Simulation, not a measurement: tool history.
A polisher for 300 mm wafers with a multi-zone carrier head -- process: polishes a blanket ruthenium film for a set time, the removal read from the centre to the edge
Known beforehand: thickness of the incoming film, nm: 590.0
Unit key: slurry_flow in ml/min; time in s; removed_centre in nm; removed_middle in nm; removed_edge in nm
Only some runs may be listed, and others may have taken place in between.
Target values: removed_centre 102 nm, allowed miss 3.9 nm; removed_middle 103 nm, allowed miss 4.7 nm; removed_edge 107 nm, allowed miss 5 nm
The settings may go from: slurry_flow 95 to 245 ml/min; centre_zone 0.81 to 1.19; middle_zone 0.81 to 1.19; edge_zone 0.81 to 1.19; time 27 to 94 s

| run | hour | slurry_flow | centre_zone | middle_zone | edge_zone | time | removed_centre | removed_middle | removed_edge |
|---|---|---|---|---|---|---|---|---|---|
| 1 | 0 | 155 | 1 | 1 | 1 | 60 | 71.164 | 74.847 | 72.492 |
| 2 | 7.5 | 175 | 1 | 1 | 1 | 60 | 73.193 | 73.574 | 73.223 |
| 3 | 8.8 | 175 | 1.04 | 1 | 1 | 60 | 75.847 | 73.819 | 73.125 |
| 4 | 12.9 | 175 | 1.04 | 1 | 1.01 | 62 | 74.96 | 75.949 | 76.428 |
| 5 | 15 | 175 | 1.04 | 0.94 | 1.01 | 62 | 76.771 | 71.541 | 77.192 |
| 6 | 18.5 | 175 | 1.04 | 0.94 | 1.01 | 52 | 64.879 | 59.461 | 64.249 |
| 7 | 20.1 | 175 | 1.05 | 0.95 | 1.02 | 55 | 69.734 | 65.411 | 67.324 |
| 8 | 24.5 | 175 | 1.05 | 0.95 | 1.03 | 58 | 72.631 | 66.95 | 72.041 |
| 9 | 29.1 | 175 | 1.05 | 0.95 | 1.03 | 58 | 71.697 | 66.098 | 72.354 |
| 10 | 30.2 | 175 | 1.05 | 0.96 | 1.03 | 60 | 74.408 | 70.774 | 73.117 |
| 11 | 33.2 | 180 | 1.04 | 0.96 | 1.03 | 62 | 77.688 | 73.412 | 79.062 |
| 12 | 39.4 | 225 | 1.06 | 1.06 | 1.1 | 75 | 97.205 | 100.34 | 97.778 |
| 13 | 44.4 | 225 | 1.06 | 1.04 | 1.12 | 77 | 98.813 | 101.74 | 99.895 |
| 14 | 45.2 | 225 | 1.06 | 1.03 | 1.12 | 77 | 97.637 | 102.23 | 98.626 |

Next run, 4 choices. One meets every target within its allowed miss, the rest don't. Which?
| A | 46 | 240 | 0.97 | 0.96 | 1.09 | 82 | ? | ? | ? |
| B | 46 | 235 | 1.15 | 1.05 | 1.09 | 74 | ? | ? | ? |
| C | 46 | 240 | 1.11 | 1.15 | 1.03 | 74 | ? | ? | ? |
| D | 46 | 220 | 0.89 | 1.05 | 1.1 | 78 | ? | ? | ? |

| move | removed_centre | removed_middle | removed_edge |
|---|---|---|---|
| A | 101.94 | 101.57 | 106.4 |
| B | 101.62 | 98.577 | 95.734 |
| C | 99.771 | 106.84 | 93.51 |
| D | 91.396 | 103.19 | 100.73 |
A: every result within its allowed miss
B: its largest miss is bigger than the last run's
C: its largest miss is bigger than the last run's
D: its largest miss is bigger than the last run's
A is the move that brings every result within its allowed miss.
